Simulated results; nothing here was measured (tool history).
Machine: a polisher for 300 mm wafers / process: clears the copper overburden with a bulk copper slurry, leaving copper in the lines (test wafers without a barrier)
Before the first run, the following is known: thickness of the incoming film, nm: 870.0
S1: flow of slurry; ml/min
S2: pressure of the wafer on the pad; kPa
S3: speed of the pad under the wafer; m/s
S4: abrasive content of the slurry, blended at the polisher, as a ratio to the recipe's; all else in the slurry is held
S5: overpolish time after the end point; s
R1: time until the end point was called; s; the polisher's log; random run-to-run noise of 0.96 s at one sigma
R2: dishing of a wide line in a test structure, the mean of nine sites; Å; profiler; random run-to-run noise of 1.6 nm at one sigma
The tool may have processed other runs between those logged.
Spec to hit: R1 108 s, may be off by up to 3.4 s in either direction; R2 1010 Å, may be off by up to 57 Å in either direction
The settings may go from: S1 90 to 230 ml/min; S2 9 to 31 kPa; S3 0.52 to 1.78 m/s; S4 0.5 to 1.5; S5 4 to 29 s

| run | hour | S1 | S2 | S3 | S4 | S5 | R1 | R2 |
|---|---|---|---|---|---|---|---|---|
| 1 | 0 | 150 | 20 | 1.14 | 1 | 15 | 88.318 | 850.38 |
| 2 | 0.6 | 125 | 20 | 1.14 | 1 | 15 | 89.581 | 852.86 |
| 3 | 7.1 | 125 | 20 | 1.14 | 0.85 | 15 | 92.053 | 836.73 |
| 4 | 7.7 | 125 | 19.3 | 1.14 | 0.85 | 17 | 93.743 | 873.34 |
| 5 | 9.2 | 105 | 19.3 | 1.14 | 0.85 | 17 | 96.394 | 886.79 |
| 6 | 11.9 | 105 | 18.6 | 1.14 | 0.85 | 18 | 99.568 | 893.6 |
| 7 | 19.3 | 105 | 17.9 | 1.14 | 0.85 | 19 | 100.45 | 893.4 |
| 8 | 20.1 | 105 | 17.2 | 1.14 | 0.85 | 20 | 106.95 | 929.26 |
| 9 | 28.1 | 105 | 17.2 | 1.14 | 0.85 | 21 | 107.21 | 938.65 |

Exactly one of the 5 candidate moves below puts every result within its allowed miss. Which one?
| A | 36.1 | 90 | 16.5 | 1.06 | 1.05 | 23 | ? | ? |
| B | 36.1 | 90 | 17.2 | 1.2 | 0.5 | 19 | ? | ? |
| C | 36.1 | 90 | 16.5 | 1.14 | 0.9 | 19 | ? | ? |
| D | 36.1 | 115 | 18.6 | 1.06 | 0.7 | 24 | ? | ? |
| E | 36.1 | 90 | 18.6 | 1.18 | 0.7 | 19 | ? | ? |

| move | R1 | R2 |
|---|---|---|
| A | 113.96 | 941.26 |
| B | 109.59 | 858.66 |
| C | 108.96 | 857.69 |
| D | 107.91 | 1014.7 |
| E | 100.27 | 918.73 |
A: misses by more than the last run did
B: misses by more than the last run did
C: misses by more than the last run did
D: hits every target within its allowed miss
E: misses by more than the last run did
D is the move that brings every result within its allowed miss.
